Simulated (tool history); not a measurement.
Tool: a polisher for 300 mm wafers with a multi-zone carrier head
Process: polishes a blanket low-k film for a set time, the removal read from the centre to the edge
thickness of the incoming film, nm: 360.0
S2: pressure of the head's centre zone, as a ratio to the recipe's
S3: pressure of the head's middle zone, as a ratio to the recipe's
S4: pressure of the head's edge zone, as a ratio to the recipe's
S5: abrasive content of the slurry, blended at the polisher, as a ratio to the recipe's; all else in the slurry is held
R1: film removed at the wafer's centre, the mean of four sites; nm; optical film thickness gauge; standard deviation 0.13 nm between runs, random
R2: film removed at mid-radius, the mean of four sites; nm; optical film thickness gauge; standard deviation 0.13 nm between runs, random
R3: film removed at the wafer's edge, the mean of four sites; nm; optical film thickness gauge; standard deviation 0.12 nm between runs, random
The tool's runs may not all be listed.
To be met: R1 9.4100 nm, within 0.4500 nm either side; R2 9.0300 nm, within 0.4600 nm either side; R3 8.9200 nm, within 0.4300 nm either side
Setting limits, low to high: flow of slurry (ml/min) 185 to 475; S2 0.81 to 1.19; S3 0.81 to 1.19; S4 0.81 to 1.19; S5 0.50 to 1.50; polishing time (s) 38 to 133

run 1 day=0.000 | flow_of_slurry_(ml/min)=305 S2=1.00 S3=1.00 S4=1.00 S5=1.00 polishing_time_(s)=85 | R1=17.2650 R2=17.2620 R3=17.3160
run 2 day=0.175 | flow_of_slurry_(ml/min)=305 S2=1.00 S3=1.00 S4=1.00 S5=1.00 polishing_time_(s)=103 | R1=21.2320 R2=21.5310 R3=21.1580
run 3 day=0.279 | flow_of_slurry_(ml/min)=305 S2=1.00 S3=1.00 S4=1.00 S5=1.15 polishing_time_(s)=103 | R1=21.7800 R2=21.9850 R3=22.3220
run 4 day=0.346 | flow_of_slurry_(ml/min)=305 S2=1.00 S3=1.00 S4=0.94 S5=1.15 polishing_time_(s)=103 | R1=22.2210 R2=22.6440 R3=21.9230
run 5 day=0.612 | flow_of_slurry_(ml/min)=305 S2=1.00 S3=0.96 S4=0.94 S5=1.15 polishing_time_(s)=103 | R1=21.7390 R2=21.4720 R3=21.6990
run 6 day=0.817 | flow_of_slurry_(ml/min)=305 S2=1.03 S3=0.96 S4=0.94 S5=1.15 polishing_time_(s)=103 | R1=22.6610 R2=21.5450 R3=21.2070
run 7 day=1.000 | flow_of_slurry_(ml/min)=300 S2=1.01 S3=0.95 S4=0.93 S5=1.00 polishing_time_(s)=90 | R1=18.5330 R2=17.9140 R3=17.4910
run 8 day=1.204 | flow_of_slurry_(ml/min)=295 S2=1.00 S3=0.93 S4=0.93 S5=0.90 polishing_time_(s)=79 | R1=15.7840 R2=14.7330 R3=15.0350
run 9 day=1.267 | flow_of_slurry_(ml/min)=295 S2=1.00 S3=0.93 S4=0.93 S5=0.90 polishing_time_(s)=79 | R1=15.7660 R2=14.8120 R3=15.2770
run 10 day=1.517 | flow_of_slurry_(ml/min)=295 S2=1.00 S3=0.94 S4=0.92 S5=0.80 polishing_time_(s)=70 | R1=13.2040 R2=12.9210 R3=12.8800
run 11 day=1.779 | flow_of_slurry_(ml/min)=295 S2=1.03 S3=0.88 S4=0.86 S5=0.55 polishing_time_(s)=52 | R1=8.9182 R2=7.8549 R3=8.1108
run 12 day=1.875 | flow_of_slurry_(ml/min)=295 S2=1.03 S3=0.88 S4=0.86 S5=0.55 polishing_time_(s)=52 | R1=8.8582 R2=7.7924 R3=8.3684
run 13 day=1.946 | flow_of_slurry_(ml/min)=295 S2=1.03 S3=0.90 S4=0.87 S5=0.55 polishing_time_(s)=52 | R1=8.9265 R2=7.8543 R3=8.3251
run 14 day=2.100 | flow_of_slurry_(ml/min)=295 S2=1.03 S3=0.92 S4=0.87 S5=0.55 polishing_time_(s)=52 | R1=9.1334 R2=8.2902 R3=8.2491
run 15 day=2.258 | flow_of_slurry_(ml/min)=295 S2=1.02 S3=0.93 S4=0.88 S5=0.55 polishing_time_(s)=52 | R1=8.9782 R2=8.2191 R3=8.4656
run 16 day=2.567 | flow_of_slurry_(ml/min)=295 S2=1.02 S3=0.95 S4=0.89 S5=0.55 polishing_time_(s)=52 | R1=8.8474 R2=8.2729 R3=8.2964
run 17 day=2.938 | flow_of_slurry_(ml/min)=295 S2=1.02 S3=0.96 S4=0.89 S5=0.55 polishing_time_(s)=52 | R1=8.9346 R2=8.4293 R3=8.2638
run 18 day=3.121 | flow_of_slurry_(ml/min)=295 S2=1.02 S3=0.96 S4=0.90 S5=0.55 polishing_time_(s)=52 | R1=8.9936 R2=8.5335 R3=8.4026
run 19 day=3.183 | flow_of_slurry_(ml/min)=295 S2=1.02 S3=0.96 S4=0.91 S5=0.55 polishing_time_(s)=52 | R1=8.9672 R2=8.5406 R3=8.6143
run 20 day=3.350 | flow_of_slurry_(ml/min)=295 S2=1.02 S3=0.97 S4=0.91 S5=0.55 polishing_time_(s)=52 | R1=8.9919 R2=8.5798 R3=8.6329
run 21 day=3.671 | flow_of_slurry_(ml/min)=295 S2=1.02 S3=0.98 S4=0.91 S5=0.55 polishing_time_(s)=52 | R1=8.9889 R2=8.7847 R3=8.3144
run 22 day=3.900 | flow_of_slurry_(ml/min)=295 S2=1.02 S3=0.98 S4=0.92 S5=0.55 polishing_time_(s)=52 | R1=8.9085 R2=8.6554 R3=8.4847

Below are 4 possible settings for the next run. Only one of them brings all results inside the allowed miss of their targets. Which is it?
run A day=4.129 | flow_of_slurry_(ml/min)=325 S2=0.92 S3=1.03 S4=0.95 S5=0.55 polishing_time_(s)=52 | R1=? R2=? R3=?
run B day=4.129 | flow_of_slurry_(ml/min)=230 S2=0.98 S3=1.09 S4=0.91 S5=0.55 polishing_time_(s)=50 | R1=? R2=? R3=?
run C day=4.129 | flow_of_slurry_(ml/min)=330 S2=1.01 S3=0.95 S4=0.89 S5=0.55 polishing_time_(s)=55 | R1=? R2=? R3=?
run D day=4.129 | flow_of_slurry_(ml/min)=265 S2=0.92 S3=1.01 S4=0.98 S5=0.60 polishing_time_(s)=52 | R1=? R2=? R3=?

move=A R1=7.9265 R2=8.9291 R3=8.5261
move=B R1=7.9384 R2=8.8196 R3=7.9012
move=C R1=9.2147 R2=8.8266 R3=8.7650
move=D R1=8.0309 R2=8.9104 R3=8.8076
A: lands further from the targets than the last run did
B: lands further from the targets than the last run did
C: in spec on every target
D: lands further from the targets than the last run did
Answer: C

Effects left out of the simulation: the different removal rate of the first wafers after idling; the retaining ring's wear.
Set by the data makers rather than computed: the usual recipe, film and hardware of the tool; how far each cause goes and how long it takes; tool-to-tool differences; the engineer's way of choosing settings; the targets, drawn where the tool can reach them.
